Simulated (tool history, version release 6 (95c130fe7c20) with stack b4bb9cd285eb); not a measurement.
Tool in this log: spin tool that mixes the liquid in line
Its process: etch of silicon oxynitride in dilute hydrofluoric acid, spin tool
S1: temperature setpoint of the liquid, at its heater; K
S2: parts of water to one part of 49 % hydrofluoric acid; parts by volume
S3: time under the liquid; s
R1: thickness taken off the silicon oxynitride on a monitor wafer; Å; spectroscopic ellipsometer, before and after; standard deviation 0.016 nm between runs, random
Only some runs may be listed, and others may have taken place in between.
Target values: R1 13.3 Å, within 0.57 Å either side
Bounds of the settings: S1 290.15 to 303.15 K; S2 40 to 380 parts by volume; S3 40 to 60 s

Run 1, hour 0: S1 295.15 K, S2 210 parts by volume, S3 60 s. Result: R1 8.2204 Å.
Run 2, hour 0.9: S1 295.15 K, S2 210 parts by volume, S3 40 s. Result: R1 5.41 Å.
Run 3, hour 6.6: S1 292.15 K, S2 210 parts by volume, S3 40 s. Result: R1 4.7715 Å.
Run 4, hour 10.6: S1 292.15 K, S2 275 parts by volume, S3 40 s. Result: R1 3.5077 Å.
Run 5, hour 18.7: S1 292.15 K, S2 275 parts by volume, S3 40 s. Result: R1 3.5099 Å.
Run 6, hour 26.4: S1 290.15 K, S2 275 parts by volume, S3 40 s. Result: R1 3.1148 Å.
Run 7, hour 35.4: S1 292.15 K, S2 250 parts by volume, S3 40 s. Result: R1 3.8787 Å.
Run 8, hour 40.4: S1 294.15 K, S2 235 parts by volume, S3 40 s. Result: R1 4.5595 Å.
Run 9, hour 48.5: S1 295.65 K, S2 210 parts by volume, S3 40 s. Result: R1 5.6657 Å.
Run 10, hour 52.6: S1 296.65 K, S2 190 parts by volume, S3 40 s. Result: R1 6.5425 Å.
Run 11, hour 59.9: S1 297.65 K, S2 175 parts by volume, S3 40 s. Result: R1 7.2538 Å.
Run 12, hour 67: S1 298.65 K, S2 160 parts by volume, S3 40 s. Result: R1 8.6556 Å.
Run 13, hour 73.9: S1 299.15 K, S2 150 parts by volume, S3 40 s. Result: R1 9.4062 Å.
Run 14, hour 76.9: S1 299.65 K, S2 145 parts by volume, S3 40 s. Result: R1 10.305 Å.
Run 15, hour 80.7: S1 300.15 K, S2 140 parts by volume, S3 40 s. Result: R1 10.775 Å.
Run 16, hour 82: S1 300.65 K, S2 140 parts by volume, S3 40 s. Result: R1 10.831 Å.
Run 17, hour 87.6: S1 301.15 K, S2 135 parts by volume, S3 40 s. Result: R1 11.749 Å.
Run 18, hour 90.3: S1 301.65 K, S2 135 parts by volume, S3 40 s. Result: R1 11.927 Å.

Consider the 4 candidate settings below. Which is the only one whose results all fall within their allowed miss of target?
Run A, hour 93: S1 300.15 K, S2 115 parts by volume, S3 40 s. Result: R1 ?.
Run B, hour 93: S1 303.15 K, S2 165 parts by volume, S3 60 s. Result: R1 ?.
Run C, hour 93: S1 303.15 K, S2 165 parts by volume, S3 40 s. Result: R1 ?.
Run D, hour 93: S1 302.15 K, S2 115 parts by volume, S3 40 s. Result: R1 ?.

move      R1
   A  13.395
   B  15.267
   C  10.178
   D  14.661
A: every result lands within tolerance
B: carries the result that was furthest off beyond its target, to the other side
C: its largest miss is bigger than the last run's
D: carries the result that was furthest off beyond its target, to the other side
Correct choice: A, which meets every target
